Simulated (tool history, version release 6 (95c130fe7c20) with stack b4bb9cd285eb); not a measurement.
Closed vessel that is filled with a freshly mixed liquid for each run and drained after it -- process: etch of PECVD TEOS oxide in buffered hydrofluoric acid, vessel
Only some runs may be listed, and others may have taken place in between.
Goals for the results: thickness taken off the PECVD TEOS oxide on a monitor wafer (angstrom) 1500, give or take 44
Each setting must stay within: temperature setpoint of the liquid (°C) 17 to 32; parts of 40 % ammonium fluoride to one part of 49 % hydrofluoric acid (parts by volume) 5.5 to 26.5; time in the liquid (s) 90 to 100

run,hour,temperature setpoint of the liquid (°C),parts of 40 % ammonium fluoride to one part of 49 % hydrofluoric acid (parts by volume),time in the liquid (s),thickness taken off the PECVD TEOS oxide on a monitor wafer (angstrom)
1,0,25,16,90,1211.1
2,7,28,16,90,1417.9
3,11.5,24.5,16,90,1192.4
4,12.9,26,16,90,1280.3
5,19.4,24,16,90,1147.3
# hour 22.5: thermometer replaced
6,22.5,25.5,16,90,1120.9
7,25.8,27,16,90,1205.5
8,32.3,28,15.5,90,1310.7
9,35,29,15,90,1450.7

Consider the 4 candidate settings below. Which is the only one whose results all fall within their allowed miss of target?
A,37.7,30,17.5,95,?
B,37.7,29,16.5,95,?
C,37.7,27.5,14,95,?
D,37.7,29.5,16,90,?

move,thickness taken off the PECVD TEOS oxide on a monitor wafer (angstrom)
A,1360
B,1366.8
C,1482.8
D,1370.3
A: the biggest miss grows against the last run
B: the biggest miss grows against the last run
C: all results in spec
D: the biggest miss grows against the last run
Correct choice: C, which meets every target

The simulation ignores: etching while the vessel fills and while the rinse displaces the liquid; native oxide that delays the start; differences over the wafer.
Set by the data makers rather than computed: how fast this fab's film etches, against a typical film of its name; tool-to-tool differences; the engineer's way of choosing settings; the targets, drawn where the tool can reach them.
